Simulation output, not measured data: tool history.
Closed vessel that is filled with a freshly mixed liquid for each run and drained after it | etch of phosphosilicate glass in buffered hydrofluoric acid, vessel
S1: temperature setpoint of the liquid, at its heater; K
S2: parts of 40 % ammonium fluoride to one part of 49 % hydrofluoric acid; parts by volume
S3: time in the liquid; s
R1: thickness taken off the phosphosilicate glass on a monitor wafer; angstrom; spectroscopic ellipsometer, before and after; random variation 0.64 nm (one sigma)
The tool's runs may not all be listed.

| run | hour | S1 | S2 | S3 | R1 |
|---|---|---|---|---|---|
| 1 | 0.0 | 298.15 | 14.0 | 35 | 1185.10 |
| 2 | 7.7 | 299.65 | 14.0 | 35 | 1288.50 |
| 3 | 9.2 | 297.65 | 14.5 | 35 | 1119.10 |
| 4 | 12.1 | 296.15 | 15.0 | 35 | 987.03 |
| 5 | 16.3 | 295.15 | 15.0 | 35 | 940.73 |
| 6 | 22.9 | 294.15 | 15.0 | 35 | 911.77 |
| 7 | 28.7 | 293.15 | 15.5 | 35 | 817.82 |
| 8 | 33.0 | 293.15 | 15.5 | 35 | 812.05 |
| 9 | 39.2 | 292.65 | 15.5 | 35 | 780.00 |
| 10 | 43.9 | 292.15 | 15.5 | 35 | 772.64 |
| 11 | 46.3 | 291.65 | 15.5 | 35 | 748.91 |
| 12 | 54.6 | 291.65 | 15.5 | 35 | 738.04 |
| 13 | 61.8 | 291.15 | 15.5 | 35 | 733.05 |

The next listed run, before its measurement:
|  | 66.3 | thermometer replaced |
| 14 | 66.3 | 290.15 | 16.0 | 35 | ? |

{"run 14": {"R1": 612.96}}
